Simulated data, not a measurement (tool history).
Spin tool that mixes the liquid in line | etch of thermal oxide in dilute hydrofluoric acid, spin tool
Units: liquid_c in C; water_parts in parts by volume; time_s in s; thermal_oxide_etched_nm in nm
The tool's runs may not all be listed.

| run | hour | liquid_c | water_parts | time_s | thermal_oxide_etched_nm |
|---|---|---|---|---|---|
| 1 | 0 | 26 | 275 | 75 | 1.2029 |
| 2 | 4.9 | 24.5 | 275 | 75 | 1.1305 |
| 3 | 5.8 | 24.5 | 275 | 55 | 0.84853 |
| 4 | 7.9 | 25.5 | 260 | 55 | 0.91417 |
| 5 | 16.7 | 26.5 | 235 | 60 | 1.2023 |
| 6 | 19.4 | 26.5 | 290 | 60 | 0.91658 |
| 7 | 26.9 | 27.5 | 260 | 60 | 1.0999 |
| 8 | 30 | 28 | 235 | 60 | 1.2757 |
| 9 | 31.2 | 28.5 | 215 | 60 | 1.4492 |
| 10 | 37.3 | 29 | 200 | 60 | 1.5953 |
| 11 | 38.3 | 29.5 | 185 | 60 | 1.7891 |
| 12 | 40.6 | 30 | 175 | 60 | 1.9437 |
| 13 | 49 | 30.5 | 165 | 60 | 2.1442 |
| 14 | 49.8 | 31 | 160 | 60 | 2.2595 |
| 15 | 54.3 | 34 | 105 | 60 | 4.1174 |

Run 16 comes next. What will it give?
| 16 | 58.8 | 30 | 105 | 60 | ? |

Run 16 gave thermal_oxide_etched_nm 3.5321 nm.
